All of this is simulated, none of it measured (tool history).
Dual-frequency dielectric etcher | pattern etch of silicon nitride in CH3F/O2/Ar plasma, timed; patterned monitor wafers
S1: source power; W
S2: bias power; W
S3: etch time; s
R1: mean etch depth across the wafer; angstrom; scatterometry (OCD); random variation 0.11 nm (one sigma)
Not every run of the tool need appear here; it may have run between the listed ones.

run	hour	S1	S2	S3	R1
1	0.0	330	53	75.5	415.40
2	2.7	340	54	75.5	420.64
3	4.4	280	54	75.5	392.77
4	12.1	280	46	75.5	375.23
5	14.4	280	46	79.0	392.30
6	17.8	300	46	79.0	402.15
7	22.2	310	47	79.0	410.42
8	25.6	320	48	79.0	416.87

Forecast run 9:
9	34.2	330	49	79.0	?

R1: 425.78 angstrom
